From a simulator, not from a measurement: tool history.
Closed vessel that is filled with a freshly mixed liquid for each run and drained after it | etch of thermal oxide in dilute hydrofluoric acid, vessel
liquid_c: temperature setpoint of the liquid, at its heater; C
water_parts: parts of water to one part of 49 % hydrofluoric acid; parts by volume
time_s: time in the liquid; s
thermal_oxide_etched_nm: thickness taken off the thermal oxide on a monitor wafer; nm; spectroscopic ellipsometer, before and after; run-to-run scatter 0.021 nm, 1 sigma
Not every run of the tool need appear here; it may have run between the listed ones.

run  hour  liquid_c  water_parts  time_s  thermal_oxide_etched_nm
  1   0.0      23.0          285     520                   7.2021
  2   9.5      23.0          285     520                   7.1950
  3  16.8      23.0          345     520                   5.5849
  4  24.2      23.0          285     520                   7.1797
     27.9  -- thermometer replaced
  5  27.9      21.0          320     520                   5.4007
  6  35.2      19.5          330     520                   4.9116

What does the tool deliver on the next run?
  7  44.6      18.5          340     520                        ?

For run 7 the tool returned thermal_oxide_etched_nm 4.5505 nm.
